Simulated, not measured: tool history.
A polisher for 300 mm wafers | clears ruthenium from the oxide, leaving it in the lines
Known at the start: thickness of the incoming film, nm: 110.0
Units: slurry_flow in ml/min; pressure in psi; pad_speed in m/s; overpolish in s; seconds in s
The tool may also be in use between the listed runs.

run	hour	slurry_flow	pressure	pad_speed	overpolish	seconds
1	0	180	1.7	0.98	4	118.01
2	1.6	185	1.9	0.98	4	107.41
3	8.8	170	1.9	0.98	4	108.53
4	14.1	195	1.9	0.98	4	107.02
5	17.8	195	1.6	0.98	4	124.46
6	24.4	195	1.6	0.98	4	123.47
7	29.4	195	1.7	0.98	4	117.64
8	37.5	195	1.8	0.98	4	111.63
9	38.5	200	2	0.98	4	100.1

The next listed run, before its measurement:
10	41.1	205	2.1	0.98	4	?

seconds: 96.362 s

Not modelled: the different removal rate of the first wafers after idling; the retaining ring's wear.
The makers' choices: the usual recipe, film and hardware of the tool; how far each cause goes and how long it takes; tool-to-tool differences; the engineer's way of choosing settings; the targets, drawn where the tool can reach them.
